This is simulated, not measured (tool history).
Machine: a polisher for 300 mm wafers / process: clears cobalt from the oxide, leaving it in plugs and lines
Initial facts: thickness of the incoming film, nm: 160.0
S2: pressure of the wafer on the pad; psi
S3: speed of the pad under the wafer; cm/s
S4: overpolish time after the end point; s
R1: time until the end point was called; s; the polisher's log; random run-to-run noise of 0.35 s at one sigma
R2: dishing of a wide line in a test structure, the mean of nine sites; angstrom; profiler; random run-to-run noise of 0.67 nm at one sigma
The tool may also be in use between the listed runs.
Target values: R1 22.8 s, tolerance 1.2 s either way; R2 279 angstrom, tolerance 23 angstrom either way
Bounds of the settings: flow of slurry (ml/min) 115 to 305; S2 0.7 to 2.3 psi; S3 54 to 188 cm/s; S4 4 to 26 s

run 1 day=0 | flow_of_slurry_(ml/min)=195 S2=1.5 S3=120 S4=13 | R1=35.704 R2=355.15
run 2 day=0.262 | flow_of_slurry_(ml/min)=195 S2=1.5 S3=120 S4=17 | R1=35.83 R2=407.15
run 3 day=0.567 | flow_of_slurry_(ml/min)=195 S2=1.7 S3=122 S4=13 | R1=32.14 R2=378.41
run 4 day=0.6 | flow_of_slurry_(ml/min)=195 S2=2 S3=122 S4=13 | R1=26.532 R2=402.13
run 5 day=0.758 | flow_of_slurry_(ml/min)=195 S2=2.1 S3=122 S4=10 | R1=25.316 R2=361.24
run 6 day=0.896 | flow_of_slurry_(ml/min)=195 S2=1.8 S3=122 S4=10 | R1=30.048 R2=329.84
run 7 day=1.267 | flow_of_slurry_(ml/min)=195 S2=1.9 S3=122 S4=8 | R1=28.081 R2=304.27
run 8 day=1.504 | flow_of_slurry_(ml/min)=195 S2=2 S3=122 S4=7 | R1=27.583 R2=274.96

Exercise: of the 4 proposed moves below, exactly one satisfies all targets within the stated allowed misses. Which move is it?
run A day=1.742 | flow_of_slurry_(ml/min)=165 S2=2.3 S3=132 S4=6 | R1=? R2=?
run B day=1.742 | flow_of_slurry_(ml/min)=170 S2=1.9 S3=88 S4=9 | R1=? R2=?
run C day=1.742 | flow_of_slurry_(ml/min)=220 S2=1.9 S3=110 S4=8 | R1=? R2=?
run D day=1.742 | flow_of_slurry_(ml/min)=205 S2=1.8 S3=94 S4=9 | R1=? R2=?

move=A R1=23.319 R2=268.43
move=B R1=39.695 R2=245.61
move=C R1=31.629 R2=265.54
move=D R1=38.499 R2=251.17
A: in spec on every target
B: its largest miss is bigger than the last run's
C: its largest miss is bigger than the last run's
D: its largest miss is bigger than the last run's
Correct choice: A, which meets every target
